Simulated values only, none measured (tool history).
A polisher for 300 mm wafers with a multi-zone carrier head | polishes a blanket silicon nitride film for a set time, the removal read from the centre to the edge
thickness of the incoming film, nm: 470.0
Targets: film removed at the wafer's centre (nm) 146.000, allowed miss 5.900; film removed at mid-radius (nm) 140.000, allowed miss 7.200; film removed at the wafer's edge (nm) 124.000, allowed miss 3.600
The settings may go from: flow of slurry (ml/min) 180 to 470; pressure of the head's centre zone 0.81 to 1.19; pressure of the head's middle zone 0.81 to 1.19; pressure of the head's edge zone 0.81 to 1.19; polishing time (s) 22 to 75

run  hour  flow of slurry (ml/min)  pressure of the head's centre zone  pressure of the head's middle zone  pressure of the head's edge zone  polishing time (s)  film removed at the wafer's centre (nm)  film removed at mid-radius (nm)  film removed at the wafer's edge (nm)
  1   0.0                      300                                1.00                                1.00                              1.00                  48                                  101.320                           99.936                                100.090
  2   0.9                      300                                1.06                                1.00                              1.00                  48                                  107.010                          100.370                                100.940
  3   7.1                      300                                1.06                                1.00                              1.00                  39                                   86.256                           81.027                                 81.514
  4  10.6                      305                                1.07                                1.02                              1.00                  41                                   92.347                           87.317                                 85.530
  5  18.7                      310                                1.08                                1.03                              1.01                  42                                   96.509                           88.857                                 88.019
  6  20.1                      310                                1.08                                1.04                              1.01                  44                                   99.324                           95.210                                 92.782
  7  26.5                      315                                1.09                                1.05                              1.01                  45                                  103.000                           96.470                                 94.670
  8  29.3                      315                                1.10                                1.06                              1.00                  46                                  107.450                           98.392                                 95.163
  9  35.4                      315                                1.10                                1.07                              1.00                  47                                  108.890                          101.820                                 99.425

5 next moves are on the table. One of them brings every result within its allowed miss. Which?
  A  41.5                      355                                1.14                                1.12                              0.94                  60                                        ?                                ?                                      ?
  B  41.5                      310                                1.14                                1.12                              1.03                  54                                        ?                                ?                                      ?
  C  41.5                      265                                0.95                                1.04                              1.12                  37                                        ?                                ?                                      ?
  D  41.5                      225                                1.06                                0.84                              1.16                  34                                        ?                                ?                                      ?
  E  41.5                      395                                1.16                                0.93                              1.10                  36                                        ?                                ?                                      ?

move  film removed at the wafer's centre (nm)  film removed at mid-radius (nm)  film removed at the wafer's edge (nm)
   A                                  142.010                          142.380                                124.280
   B                                  126.150                          126.620                                114.280
   C                                   70.654                           80.236                                 79.777
   D                                   70.880                           60.480                                 73.390
   E                                   87.390                           73.576                                 79.385
A: meets every target
B: nearer than the last run, and not there yet
C: further off than the last run
D: further off than the last run
E: further off than the last run
The right move is A.
